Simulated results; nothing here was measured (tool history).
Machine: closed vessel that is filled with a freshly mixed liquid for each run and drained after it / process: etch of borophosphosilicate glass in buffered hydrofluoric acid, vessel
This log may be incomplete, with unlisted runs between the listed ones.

run	day	temperature setpoint of the liquid (°C)	parts of 40 % ammonium fluoride to one part of 49 % hydrofluoric acid (parts by volume)	time in the liquid (s)	thickness taken off the borophosphosilicate glass on a monitor wafer (Å)
1	0.000	24.0	18.0	95	1585.2
2	0.108	21.0	18.0	95	1347.5
3	0.371	23.5	18.0	95	1546.5
4	0.521	23.5	18.0	105	1737.7
5	0.746	23.0	18.0	105	1698.8
6	1.112	25.0	18.0	105	1856.2

What will run 7 give?
7	1.375	24.0	18.5	105	?

Run 7 produced thickness taken off the borophosphosilicate glass on a monitor wafer (Å) 1710.2.
